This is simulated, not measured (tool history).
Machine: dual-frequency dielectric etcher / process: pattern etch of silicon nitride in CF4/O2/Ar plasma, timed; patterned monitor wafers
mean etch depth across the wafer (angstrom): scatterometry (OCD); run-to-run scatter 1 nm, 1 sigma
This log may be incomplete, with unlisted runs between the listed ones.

run  hour  source power (W)  bias power (W)  Ar flow (sccm)  CF4 flow (sccm)  etch time (s)  mean etch depth across the wafer (angstrom)
  1   0.0               520              37             132              122            178                                       3117.0
  2   2.8               520              35             132              122            178                                       3059.6
  3   6.1               490              35             132              122            178                                       2916.7
  4  14.2               450              35             132              122            178                                       2752.8
  5  16.7               430              35             132              122            178                                       2680.8
  6  19.3               410              35             132              122            178                                       2570.0
  7  21.6               400              35             132              122            178                                       2554.7

What does the tool deliver on the next run?
  8  26.2               390              35             132              122            178                                            ?

Run 8 yielded mean etch depth across the wafer (angstrom) 2482.3.

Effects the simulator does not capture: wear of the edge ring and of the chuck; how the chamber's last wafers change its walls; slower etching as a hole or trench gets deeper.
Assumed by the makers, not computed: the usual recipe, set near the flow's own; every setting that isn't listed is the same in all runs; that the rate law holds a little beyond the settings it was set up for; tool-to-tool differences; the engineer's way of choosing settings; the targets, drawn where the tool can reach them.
